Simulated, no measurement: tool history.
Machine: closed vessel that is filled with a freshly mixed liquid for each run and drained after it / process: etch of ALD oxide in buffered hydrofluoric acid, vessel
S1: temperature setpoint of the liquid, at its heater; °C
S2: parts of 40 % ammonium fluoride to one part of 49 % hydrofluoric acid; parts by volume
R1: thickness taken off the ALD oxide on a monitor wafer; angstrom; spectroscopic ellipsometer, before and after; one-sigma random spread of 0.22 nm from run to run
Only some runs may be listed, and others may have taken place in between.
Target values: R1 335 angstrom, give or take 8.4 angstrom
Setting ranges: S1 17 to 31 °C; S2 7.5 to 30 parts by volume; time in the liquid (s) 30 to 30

Run 1, hour 0: S1 23 °C, S2 21 parts by volume, time in the liquid (s) 30. Result: R1 388.23 angstrom.
Run 2, hour 3.4: S1 23 °C, S2 21 parts by volume, time in the liquid (s) 30. Result: R1 388.56 angstrom.
Run 3, hour 8.8: S1 26 °C, S2 21 parts by volume, time in the liquid (s) 30. Result: R1 464.41 angstrom.
Run 4, hour 15.8: S1 26 °C, S2 17 parts by volume, time in the liquid (s) 30. Result: R1 552.62 angstrom.
Run 5, hour 23: S1 26 °C, S2 17 parts by volume, time in the liquid (s) 30. Result: R1 556.79 angstrom.
Run 6, hour 30.5: S1 23 °C, S2 17 parts by volume, time in the liquid (s) 30. Result: R1 472.4 angstrom.
Run 7, hour 37.3: S1 21 °C, S2 17 parts by volume, time in the liquid (s) 30. Result: R1 424.24 angstrom.
Run 8, hour 43.6: S1 19.5 °C, S2 17 parts by volume, time in the liquid (s) 30. Result: R1 383.66 angstrom.
Run 9, hour 48.9: S1 18.5 °C, S2 17 parts by volume, time in the liquid (s) 30. Result: R1 367.08 angstrom.
Run 10, hour 50.5: S1 18 °C, S2 17 parts by volume, time in the liquid (s) 30. Result: R1 355.8 angstrom.
Run 11, hour 52.5: S1 17.5 °C, S2 17 parts by volume, time in the liquid (s) 30. Result: R1 349 angstrom.

Pick the move, out of 4, that brings all results within their allowed miss; only one does.
Run A, hour 54.5: S1 19.5 °C, S2 18 parts by volume, time in the liquid (s) 30. Result: R1 ?.
Run B, hour 54.5: S1 17 °C, S2 17 parts by volume, time in the liquid (s) 30. Result: R1 ?.
Run C, hour 54.5: S1 17.5 °C, S2 16.5 parts by volume, time in the liquid (s) 30. Result: R1 ?.
Run D, hour 54.5: S1 17 °C, S2 16.5 parts by volume, time in the liquid (s) 30. Result: R1 ?.

move      R1
   A  371.83
   B  341.36
   C  361.75
   D  351.57
A: misses by more than the last run did
B: in spec on every target
C: misses by more than the last run did
D: misses by more than the last run did
B meets every target.
